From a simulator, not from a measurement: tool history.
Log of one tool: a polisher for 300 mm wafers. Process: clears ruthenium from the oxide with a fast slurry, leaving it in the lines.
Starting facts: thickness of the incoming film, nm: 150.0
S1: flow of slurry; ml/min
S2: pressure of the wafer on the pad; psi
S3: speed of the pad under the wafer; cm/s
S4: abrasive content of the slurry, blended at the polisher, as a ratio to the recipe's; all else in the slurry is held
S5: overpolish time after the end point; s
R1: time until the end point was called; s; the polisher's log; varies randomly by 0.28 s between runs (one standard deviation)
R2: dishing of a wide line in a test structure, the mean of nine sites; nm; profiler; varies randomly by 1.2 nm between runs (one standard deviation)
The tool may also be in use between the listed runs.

| run | hour | S1 | S2 | S3 | S4 | S5 | R1 | R2 |
|---|---|---|---|---|---|---|---|---|
| 1 | 0 | 285 | 3.4 | 102 | 1 | 9 | 34.388 | 30.784 |
| 2 | 4 | 285 | 3.6 | 102 | 1 | 9 | 31.614 | 31.642 |
| 3 | 11.4 | 285 | 3.6 | 102 | 1 | 11 | 32.411 | 37.745 |
| 4 | 16.7 | 285 | 3.8 | 102 | 1 | 11 | 30.883 | 39.411 |
| 5 | 22.3 | 285 | 3.4 | 102 | 1 | 11 | 33.469 | 36.355 |
| 6 | 29.6 | 285 | 3.4 | 80 | 1 | 11 | 42.065 | 31.793 |
| 7 | 31.1 | 285 | 3.6 | 82 | 1 | 11 | 38.673 | 34.154 |

Forecast run 8:
| 8 | 31.6 | 285 | 3.8 | 84 | 1 | 11 | ? | ? |

R1: 36.128 s
R2: 34.266 nm

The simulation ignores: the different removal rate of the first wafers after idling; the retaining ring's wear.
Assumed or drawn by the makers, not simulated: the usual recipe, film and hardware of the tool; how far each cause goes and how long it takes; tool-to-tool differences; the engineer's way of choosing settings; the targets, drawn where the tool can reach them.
